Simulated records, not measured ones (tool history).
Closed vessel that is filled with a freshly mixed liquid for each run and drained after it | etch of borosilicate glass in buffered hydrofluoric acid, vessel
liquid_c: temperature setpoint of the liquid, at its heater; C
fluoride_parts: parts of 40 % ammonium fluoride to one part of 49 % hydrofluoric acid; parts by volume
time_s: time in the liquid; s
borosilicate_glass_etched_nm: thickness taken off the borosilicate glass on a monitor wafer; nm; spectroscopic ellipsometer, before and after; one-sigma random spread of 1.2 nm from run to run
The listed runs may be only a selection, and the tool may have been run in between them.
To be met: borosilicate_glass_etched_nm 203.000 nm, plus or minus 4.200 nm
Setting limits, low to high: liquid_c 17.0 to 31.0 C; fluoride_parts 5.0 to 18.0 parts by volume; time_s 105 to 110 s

{"run": 1, "hour": 0.0, "liquid_c": 23.0, "fluoride_parts": 11.0, "time_s": 105, "borosilicate_glass_etched_nm": 116.72}
{"run": 2, "hour": 6.3, "liquid_c": 23.0, "fluoride_parts": 13.5, "time_s": 105, "borosilicate_glass_etched_nm": 97.187}
{"run": 3, "hour": 9.9, "liquid_c": 24.5, "fluoride_parts": 12.5, "time_s": 105, "borosilicate_glass_etched_nm": 113.07}
{"run": 4, "hour": 11.1, "liquid_c": 24.5, "fluoride_parts": 15.5, "time_s": 105, "borosilicate_glass_etched_nm": 89.69}
{"run": 5, "hour": 18.8, "liquid_c": 24.5, "fluoride_parts": 14.0, "time_s": 105, "borosilicate_glass_etched_nm": 100.21}
{"run": 6, "hour": 25.5, "liquid_c": 24.5, "fluoride_parts": 14.0, "time_s": 105, "borosilicate_glass_etched_nm": 101.12}
{"run": 7, "hour": 29.3, "liquid_c": 28.5, "fluoride_parts": 10.5, "time_s": 105, "borosilicate_glass_etched_nm": 163.49}
{"run": 8, "hour": 34.5, "liquid_c": 29.0, "fluoride_parts": 10.5, "time_s": 105, "borosilicate_glass_etched_nm": 170.37}

Which one of the following 5 next-run settings gets every result inside its allowed miss? There is exactly one.
{"run": "A", "hour": 39.7, "liquid_c": 28.5, "fluoride_parts": 9.0, "time_s": 110, "borosilicate_glass_etched_nm": "?"}
{"run": "B", "hour": 39.7, "liquid_c": 27.5, "fluoride_parts": 12.5, "time_s": 110, "borosilicate_glass_etched_nm": "?"}
{"run": "C", "hour": 39.7, "liquid_c": 27.5, "fluoride_parts": 7.5, "time_s": 105, "borosilicate_glass_etched_nm": "?"}
{"run": "D", "hour": 39.7, "liquid_c": 28.0, "fluoride_parts": 9.0, "time_s": 105, "borosilicate_glass_etched_nm": "?"}
{"run": "E", "hour": 39.7, "liquid_c": 29.5, "fluoride_parts": 9.0, "time_s": 110, "borosilicate_glass_etched_nm": "?"}

move=A borosilicate_glass_etched_nm=195.770
move=B borosilicate_glass_etched_nm=139.410
move=C borosilicate_glass_etched_nm=216.790
move=D borosilicate_glass_etched_nm=182.070
move=E borosilicate_glass_etched_nm=206.190
A: nearer than the last run, and not there yet
B: misses by more than the last run did
C: takes the biggest miss from the last run beyond its target
D: nearer than the last run, and not there yet
E: each result inside its tolerance
Correct choice: E, which meets every target
